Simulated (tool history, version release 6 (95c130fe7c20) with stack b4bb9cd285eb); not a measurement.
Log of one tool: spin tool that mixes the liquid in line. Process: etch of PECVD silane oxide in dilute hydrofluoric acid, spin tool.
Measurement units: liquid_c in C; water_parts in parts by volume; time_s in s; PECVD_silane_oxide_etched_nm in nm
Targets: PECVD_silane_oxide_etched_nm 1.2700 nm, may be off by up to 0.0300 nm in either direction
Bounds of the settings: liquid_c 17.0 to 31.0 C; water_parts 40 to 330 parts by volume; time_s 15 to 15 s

Run 1, hour 0.0: liquid_c 23.0 C, water_parts 185 parts by volume, time_s 15 s. Result: PECVD_silane_oxide_etched_nm 1.7354 nm.
Run 2, hour 8.9: liquid_c 23.0 C, water_parts 145 parts by volume, time_s 15 s. Result: PECVD_silane_oxide_etched_nm 2.2904 nm.
Run 3, hour 10.0: liquid_c 23.0 C, water_parts 145 parts by volume, time_s 15 s. Result: PECVD_silane_oxide_etched_nm 2.3049 nm.
Run 4, hour 18.5: liquid_c 22.0 C, water_parts 155 parts by volume, time_s 15 s. Result: PECVD_silane_oxide_etched_nm 2.0242 nm.
Run 5, hour 22.5: liquid_c 22.0 C, water_parts 95 parts by volume, time_s 15 s. Result: PECVD_silane_oxide_etched_nm 3.5401 nm.
Run 6, hour 25.5: liquid_c 22.0 C, water_parts 135 parts by volume, time_s 15 s. Result: PECVD_silane_oxide_etched_nm 2.3844 nm.
Run 7, hour 26.6: liquid_c 21.0 C, water_parts 145 parts by volume, time_s 15 s. Result: PECVD_silane_oxide_etched_nm 2.1245 nm.
Run 8, hour 31.1: liquid_c 20.0 C, water_parts 155 parts by volume, time_s 15 s. Result: PECVD_silane_oxide_etched_nm 1.8736 nm.
Run 9, hour 39.8: liquid_c 19.5 C, water_parts 160 parts by volume, time_s 15 s. Result: PECVD_silane_oxide_etched_nm 1.7835 nm.
Run 10, hour 40.8: liquid_c 19.0 C, water_parts 165 parts by volume, time_s 15 s. Result: PECVD_silane_oxide_etched_nm 1.6667 nm.

Pick the move, out of 4, that brings all results within their allowed miss; only one does.
Run A, hour 41.8: liquid_c 18.5 C, water_parts 190 parts by volume, time_s 15 s. Result: PECVD_silane_oxide_etched_nm ?.
Run B, hour 41.8: liquid_c 19.0 C, water_parts 130 parts by volume, time_s 15 s. Result: PECVD_silane_oxide_etched_nm ?.
Run C, hour 41.8: liquid_c 18.5 C, water_parts 140 parts by volume, time_s 15 s. Result: PECVD_silane_oxide_etched_nm ?.
Run D, hour 41.8: liquid_c 17.0 C, water_parts 195 parts by volume, time_s 15 s. Result: PECVD_silane_oxide_etched_nm ?.

move  PECVD_silane_oxide_etched_nm
   A                        1.4050
   B                        2.2244
   C                        2.0032
   D                        1.2837
A: closes in on the targets versus the last run, not all within tolerance yet
B: moves away from the targets compared with the last run
C: moves away from the targets compared with the last run
D: every result lands within tolerance
Go with D: it meets all targets.
